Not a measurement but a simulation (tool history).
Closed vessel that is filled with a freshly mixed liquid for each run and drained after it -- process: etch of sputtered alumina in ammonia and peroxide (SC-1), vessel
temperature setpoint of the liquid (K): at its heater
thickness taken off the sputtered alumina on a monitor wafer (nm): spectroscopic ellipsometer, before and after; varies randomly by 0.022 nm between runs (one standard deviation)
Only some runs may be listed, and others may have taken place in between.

run	day	temperature setpoint of the liquid (K)	parts of 29 % ammonia solution to one part of 30 % peroxide (parts by volume)	time in the liquid (s)	thickness taken off the sputtered alumina on a monitor wafer (nm)
1	0.000	321.15	0.50	60	2.4142
2	0.300	321.15	0.60	60	2.4488
3	0.404	322.65	0.60	60	2.6957
4	0.692	323.65	0.60	60	2.8239
5	0.975	323.65	0.65	60	2.8459
6	1.058	323.65	0.65	60	2.8454
7	1.262	324.65	0.65	60	3.0233
8	1.604	325.65	0.65	60	3.1690
9	1.929	326.65	0.65	60	3.3732
10	2.217	327.65	0.65	60	3.5364
11	2.508	328.15	0.65	60	3.6497
12	2.742	328.15	0.65	60	3.6475
13	3.033	328.65	0.65	60	3.7315
14	3.400	329.15	0.65	60	3.8480

Run 15, settings as shown, results not yet in. Your forecast:
15	3.479	329.65	0.65	60	?

{"run 15": {"thickness taken off the sputtered alumina on a monitor wafer (nm)": 3.9343}}

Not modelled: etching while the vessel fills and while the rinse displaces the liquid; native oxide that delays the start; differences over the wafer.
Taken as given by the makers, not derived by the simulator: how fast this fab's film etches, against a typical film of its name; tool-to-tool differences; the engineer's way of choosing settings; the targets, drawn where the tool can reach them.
